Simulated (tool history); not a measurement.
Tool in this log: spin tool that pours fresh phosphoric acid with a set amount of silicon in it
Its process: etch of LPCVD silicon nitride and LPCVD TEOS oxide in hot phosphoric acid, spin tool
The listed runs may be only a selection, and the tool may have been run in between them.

| run | hour | temperature setpoint of the liquid (K) | silicon dissolved in the acid as it is poured (mg a litre) | time under the liquid (s) | thickness taken off the LPCVD silicon nitride on a monitor wafer (angstrom) | thickness taken off the LPCVD TEOS oxide on a monitor wafer (angstrom) |
|---|---|---|---|---|---|---|
| 1 | 0 | 434.15 | 15 | 180 | 178.39 | 4.8576 |
| 2 | 2.9 | 432.65 | 15 | 180 | 168.68 | 4.9835 |
| 3 | 5.8 | 434.65 | 21 | 195 | 196.57 | 4.919 |
| 4 | 11.3 | 434.65 | 24 | 195 | 198.29 | 4.1158 |
| 5 | 14.4 | 435.65 | 27 | 205 | 213.91 | 3.9731 |
| 6 | 22.9 | 436.65 | 28.5 | 215 | 232.61 | 4.6183 |
| 7 | 27.5 | 434.65 | 34 | 255 | 257.16 | 3.7428 |

Run 8, settings as shown, results not yet in. Your forecast:
| 8 | 35.7 | 435.15 | 34 | 255 | ? | ? |

Run 8 yielded thickness taken off the LPCVD silicon nitride on a monitor wafer (angstrom) 261.4, thickness taken off the LPCVD TEOS oxide on a monitor wafer (angstrom) 3.5752.
